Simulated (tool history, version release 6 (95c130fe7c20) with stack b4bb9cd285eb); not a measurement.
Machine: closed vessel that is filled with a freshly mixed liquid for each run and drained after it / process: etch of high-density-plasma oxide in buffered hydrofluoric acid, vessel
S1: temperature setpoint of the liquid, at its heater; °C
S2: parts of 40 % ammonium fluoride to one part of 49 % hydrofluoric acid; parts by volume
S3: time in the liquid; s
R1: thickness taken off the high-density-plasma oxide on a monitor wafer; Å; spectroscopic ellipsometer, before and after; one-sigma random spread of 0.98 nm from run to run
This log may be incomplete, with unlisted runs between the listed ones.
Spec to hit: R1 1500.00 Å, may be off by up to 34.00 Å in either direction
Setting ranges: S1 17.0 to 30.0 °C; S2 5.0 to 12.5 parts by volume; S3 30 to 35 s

{"run": 1, "hour": 0.0, "S1": 22.0, "S2": 7.5, "S3": 35, "R1": 846.01}
{"run": 2, "hour": 5.5, "S1": 23.5, "S2": 7.5, "S3": 35, "R1": 910.87}
{"run": 3, "hour": 6.6, "S1": 26.0, "S2": 7.5, "S3": 35, "R1": 1043.8}
{"run": 4, "hour": 13.3, "S1": 26.0, "S2": 9.5, "S3": 35, "R1": 832.91}
{"run": 5, "hour": 17.4, "S1": 26.5, "S2": 9.0, "S3": 35, "R1": 876.74}
{"run": 6, "hour": 18.2, "S1": 26.5, "S2": 9.0, "S3": 30, "R1": 755.74}
{"run": 7, "hour": 21.2, "S1": 30.0, "S2": 6.5, "S3": 30, "R1": 1278.3}
{"run": 8, "hour": 23.3, "S1": 30.0, "S2": 6.0, "S3": 30, "R1": 1362.3}
{"run": 9, "hour": 31.1, "S1": 30.0, "S2": 5.5, "S3": 30, "R1": 1468.9}
{"run": 10, "hour": 38.6, "S1": 29.5, "S2": 5.5, "S3": 30, "R1": 1428.7}
{"run": 11, "hour": 40.3, "S1": 30.0, "S2": 5.5, "S3": 30, "R1": 1460.3}
{"run": 12, "hour": 43.0, "S1": 30.0, "S2": 5.5, "S3": 30, "R1": 1478.3}
{"run": 13, "hour": 51.2, "S1": 29.5, "S2": 5.5, "S3": 30, "R1": 1431.5}
{"run": 14, "hour": 56.2, "S1": 30.0, "S2": 5.5, "S3": 30, "R1": 1470.3}
{"run": 15, "hour": 61.8, "S1": 29.5, "S2": 5.5, "S3": 30, "R1": 1427.5}
{"run": 16, "hour": 62.3, "S1": 30.0, "S2": 5.5, "S3": 30, "R1": 1470.1}
{"run": 17, "hour": 66.3, "S1": 30.0, "S2": 5.5, "S3": 30, "R1": 1465.5}
{"run": 18, "hour": 70.1, "S1": 30.0, "S2": 5.0, "S3": 30, "R1": 1576.9}
{"run": 19, "hour": 73.5, "S1": 30.0, "S2": 5.0, "S3": 30, "R1": 1594.0}
{"run": 20, "hour": 74.2, "S1": 30.0, "S2": 5.0, "S3": 30, "R1": 1605.1}
{"run": 21, "hour": 80.1, "S1": 29.5, "S2": 5.0, "S3": 30, "R1": 1546.7}

Pick the move, out of 4, that brings all results within their allowed miss; only one does.
{"run": "A", "hour": 86.0, "S1": 29.0, "S2": 5.5, "S3": 35, "R1": "?"}
{"run": "B", "hour": 86.0, "S1": 30.0, "S2": 5.0, "S3": 30, "R1": "?"}
{"run": "C", "hour": 86.0, "S1": 29.0, "S2": 5.0, "S3": 30, "R1": "?"}
{"run": "D", "hour": 86.0, "S1": 28.0, "S2": 5.0, "S3": 30, "R1": "?"}

move=A R1=1640.50
move=B R1=1605.80
move=C R1=1523.80
move=D R1=1445.40
A: moves away from the targets compared with the last run
B: moves away from the targets compared with the last run
C: every result lands within tolerance
D: carries the result that was furthest off beyond its target, to the other side
Answer: C
